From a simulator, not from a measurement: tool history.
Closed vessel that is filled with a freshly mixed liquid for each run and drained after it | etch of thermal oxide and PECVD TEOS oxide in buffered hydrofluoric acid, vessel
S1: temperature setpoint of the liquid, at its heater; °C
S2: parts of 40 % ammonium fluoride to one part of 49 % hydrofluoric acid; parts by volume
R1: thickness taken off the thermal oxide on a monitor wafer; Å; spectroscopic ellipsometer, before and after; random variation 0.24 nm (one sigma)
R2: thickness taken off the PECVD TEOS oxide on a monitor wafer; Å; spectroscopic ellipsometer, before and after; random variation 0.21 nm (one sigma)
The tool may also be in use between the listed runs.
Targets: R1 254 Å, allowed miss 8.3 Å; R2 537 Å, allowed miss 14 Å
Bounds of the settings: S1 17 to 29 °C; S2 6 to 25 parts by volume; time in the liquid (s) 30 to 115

{"run": 1, "hour": 0.0, "S1": 21, "S2": 15.5, "time in the liquid (s)": 60, "R1": 366.45, "R2": 772.9}
{"run": 2, "hour": 6.5, "S1": 20.5, "S2": 16, "time in the liquid (s)": 60, "R1": 348.26, "R2": 727.67}
{"run": 3, "hour": 11.6, "S1": 20.5, "S2": 12, "time in the liquid (s)": 60, "R1": 455.28, "R2": 974}
{"run": 4, "hour": 14.3, "S1": 20.5, "S2": 8.5, "time in the liquid (s)": 60, "R1": 621.99, "R2": 1311.2}
{"run": 5, "hour": 21.5, "S1": 20.5, "S2": 12, "time in the liquid (s)": 60, "R1": 461.11, "R2": 962.55}
{"run": 6, "hour": 26.6, "S1": 20, "S2": 13, "time in the liquid (s)": 60, "R1": 414.47, "R2": 865.85}
{"run": 7, "hour": 33.9, "S1": 19.5, "S2": 13.5, "time in the liquid (s)": 60, "R1": 380.8, "R2": 817.35}
{"run": 8, "hour": 38.6, "S1": 19.5, "S2": 14, "time in the liquid (s)": 60, "R1": 369.55, "R2": 787.11}
{"run": 9, "hour": 47.1, "S1": 19, "S2": 14.5, "time in the liquid (s)": 60, "R1": 345.74, "R2": 736.95}
{"run": 10, "hour": 56.0, "S1": 18.5, "S2": 15, "time in the liquid (s)": 60, "R1": 323.42, "R2": 689.79}

Which of these 4 next moves meets every target?
{"run": "A", "hour": 64.9, "S1": 17.5, "S2": 17, "time in the liquid (s)": 55, "R1": "?", "R2": "?"}
{"run": "B", "hour": 64.9, "S1": 24.5, "S2": 13.5, "time in the liquid (s)": 50, "R1": "?", "R2": "?"}
{"run": "C", "hour": 64.9, "S1": 18.5, "S2": 12.5, "time in the liquid (s)": 65, "R1": "?", "R2": "?"}
{"run": "D", "hour": 64.9, "S1": 22.5, "S2": 19.5, "time in the liquid (s)": 70, "R1": "?", "R2": "?"}

move=A R1=252.47 R2=532.85
move=B R1=425.25 R2=897.54
move=C R1=427.32 R2=901.9
move=D R1=371.54 R2=784.16
A: meets every target
B: further off than the last run
C: further off than the last run
D: further off than the last run
Move A is the one to make.
